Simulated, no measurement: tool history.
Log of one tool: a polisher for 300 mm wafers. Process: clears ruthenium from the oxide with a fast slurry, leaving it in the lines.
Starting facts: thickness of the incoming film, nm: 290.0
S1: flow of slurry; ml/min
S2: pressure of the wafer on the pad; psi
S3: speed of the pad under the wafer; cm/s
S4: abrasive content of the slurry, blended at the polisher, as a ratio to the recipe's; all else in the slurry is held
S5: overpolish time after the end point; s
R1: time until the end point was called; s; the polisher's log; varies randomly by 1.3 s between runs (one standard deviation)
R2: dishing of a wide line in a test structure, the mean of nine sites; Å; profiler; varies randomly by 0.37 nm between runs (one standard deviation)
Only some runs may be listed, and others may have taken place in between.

run	hour	S1	S2	S3	S4	S5	R1	R2
1	0.0	295	1.9	116	1.0	20	68.238	348.59
2	7.3	295	1.6	110	1.0	21	82.218	323.02
3	8.4	295	1.6	86	1.0	21	103.890	294.08
4	9.4	295	1.6	86	1.0	18	104.940	272.36
5	10.1	295	1.6	74	1.0	18	116.160	254.19
6	13.0	295	1.6	96	1.0	18	93.629	283.81
# hour 22.0: head pressure recalibrated
7	22.0	295	1.4	94	1.0	20	118.860	266.41
8	24.5	295	1.4	94	1.0	22	115.900	281.25
9	27.4	295	1.3	94	1.0	23	122.940	286.09
10	31.3	290	1.1	94	1.0	24	146.920	259.27
11	31.9	290	1.1	94	1.0	24	146.340	261.18
12	36.0	300	1.1	94	1.0	25	144.870	273.05

Run 13 comes next. What will it give?
13	37.5	310	1.1	94	1.0	25	?	?

For run 13 the tool returned R1 142.310 s, R2 268.12 Å.
